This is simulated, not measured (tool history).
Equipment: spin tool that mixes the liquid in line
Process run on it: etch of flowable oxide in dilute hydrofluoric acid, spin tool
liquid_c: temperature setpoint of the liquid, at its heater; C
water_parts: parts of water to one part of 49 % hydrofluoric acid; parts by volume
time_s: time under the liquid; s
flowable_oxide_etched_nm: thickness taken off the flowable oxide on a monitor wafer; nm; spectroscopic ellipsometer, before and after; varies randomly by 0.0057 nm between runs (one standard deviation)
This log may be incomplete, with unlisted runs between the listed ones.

run	hour	liquid_c	water_parts	time_s	flowable_oxide_etched_nm
1	0	21	280	15	2.5013
2	7	20	330	15	1.97
3	14.7	20	330	15	2.0042
4	18.4	19	375	15	1.6395
5	22.4	19	375	15	1.6375
6	30.5	19	410	15	1.444
7	33.8	18.5	435	15	1.3199
8	38.1	18	455	15	1.221
9	41.4	17.5	470	15	1.138

For run 10, what comes out?
10	42.5	17.5	475	15	?

flowable_oxide_etched_nm: 1.1185 nm
